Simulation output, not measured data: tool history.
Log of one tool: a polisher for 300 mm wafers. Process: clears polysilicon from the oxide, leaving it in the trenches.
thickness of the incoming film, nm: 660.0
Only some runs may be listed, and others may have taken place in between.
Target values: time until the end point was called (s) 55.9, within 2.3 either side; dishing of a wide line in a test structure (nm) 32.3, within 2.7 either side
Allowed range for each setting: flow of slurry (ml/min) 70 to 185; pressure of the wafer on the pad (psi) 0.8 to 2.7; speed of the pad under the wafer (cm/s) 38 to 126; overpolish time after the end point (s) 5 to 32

run	hour	flow of slurry (ml/min)	pressure of the wafer on the pad (psi)	speed of the pad under the wafer (cm/s)	overpolish time after the end point (s)	time until the end point was called (s)	dishing of a wide line in a test structure (nm)
1	0	120	1.7	82	16	83.8	40.507
2	8.2	125	1.8	82	14	78.552	41.054
3	14.5	125	1.8	82	7	79.206	32.493
4	19.3	120	1.9	82	7	76.277	31.004
5	26.8	125	2	82	7	70.312	34.31
6	29.4	105	2	82	7	73.046	33.801
7	37.3	115	2	82	7	72.385	33.458
8	38.6	115	2	84	7	72.537	32.581

Pick the move, out of 5, that brings all results within their allowed miss; only one does.
A	39.9	110	2.5	98	8	?	?
B	39.9	135	2.3	90	5	?	?
C	39.9	125	2.5	98	6	?	?
D	39.9	135	2.4	98	8	?	?
E	39.9	155	2.3	104	7	?	?

move	time until the end point was called (s)	dishing of a wide line in a test structure (nm)
A	50.115	39.521
B	55.376	31.21
C	48.601	36.108
D	49.755	39.606
E	48.23	38.342
A: takes the result that was furthest off past its target
B: all results in spec
C: takes the result that was furthest off past its target
D: takes the result that was furthest off past its target
E: takes the result that was furthest off past its target
B meets every target.

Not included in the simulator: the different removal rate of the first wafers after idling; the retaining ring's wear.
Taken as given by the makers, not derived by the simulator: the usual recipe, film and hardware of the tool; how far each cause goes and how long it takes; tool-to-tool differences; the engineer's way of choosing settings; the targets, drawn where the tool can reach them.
